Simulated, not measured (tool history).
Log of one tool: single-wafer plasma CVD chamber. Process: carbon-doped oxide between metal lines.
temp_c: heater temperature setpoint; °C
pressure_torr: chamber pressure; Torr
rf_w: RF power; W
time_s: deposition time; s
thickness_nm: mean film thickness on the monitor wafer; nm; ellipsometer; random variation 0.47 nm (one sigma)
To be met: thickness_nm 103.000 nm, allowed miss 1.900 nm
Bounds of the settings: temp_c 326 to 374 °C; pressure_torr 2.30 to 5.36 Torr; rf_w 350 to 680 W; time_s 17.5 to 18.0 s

run 1 day=0.000 | temp_c=350 pressure_torr=3.83 rf_w=515 time_s=17.5 | thickness_nm=90.480
run 2 day=0.204 | temp_c=350 pressure_torr=3.83 rf_w=515 time_s=17.5 | thickness_nm=89.965
run 3 day=0.229 | temp_c=348 pressure_torr=3.99 rf_w=525 time_s=17.5 | thickness_nm=92.959
run 4 day=0.433 | temp_c=348 pressure_torr=3.99 rf_w=450 time_s=17.5 | thickness_nm=85.638
run 5 day=0.521 | temp_c=345 pressure_torr=4.20 rf_w=465 time_s=17.5 | thickness_nm=87.904
run 6 day=0.854 | temp_c=345 pressure_torr=4.47 rf_w=465 time_s=17.5 | thickness_nm=88.997
run 7 day=0.888 | temp_c=343 pressure_torr=4.61 rf_w=480 time_s=17.5 | thickness_nm=91.812
run 8 day=0.971 | temp_c=341 pressure_torr=4.74 rf_w=490 time_s=17.5 | thickness_nm=92.403
run 9 day=1.208 | temp_c=341 pressure_torr=4.81 rf_w=505 time_s=17.5 | thickness_nm=94.336
run 10 day=1.292 | temp_c=340 pressure_torr=4.89 rf_w=515 time_s=17.5 | thickness_nm=95.719
run 11 day=1.408 | temp_c=340 pressure_torr=4.89 rf_w=515 time_s=17.5 | thickness_nm=95.474

4 next moves are on the table. One of them brings every result within its allowed miss. Which?
run A day=1.525 | temp_c=337 pressure_torr=5.03 rf_w=505 time_s=17.8 | thickness_nm=?
run B day=1.525 | temp_c=329 pressure_torr=4.28 rf_w=535 time_s=17.5 | thickness_nm=?
run C day=1.525 | temp_c=342 pressure_torr=4.50 rf_w=530 time_s=18.0 | thickness_nm=?
run D day=1.525 | temp_c=343 pressure_torr=4.59 rf_w=580 time_s=18.0 | thickness_nm=?

move=A thickness_nm=98.008
move=B thickness_nm=99.788
move=C thickness_nm=99.044
move=D thickness_nm=103.980
A: nearer than the last run, and not there yet
B: nearer than the last run, and not there yet
C: nearer than the last run, and not there yet
D: meets every target
Move D is the one to make.
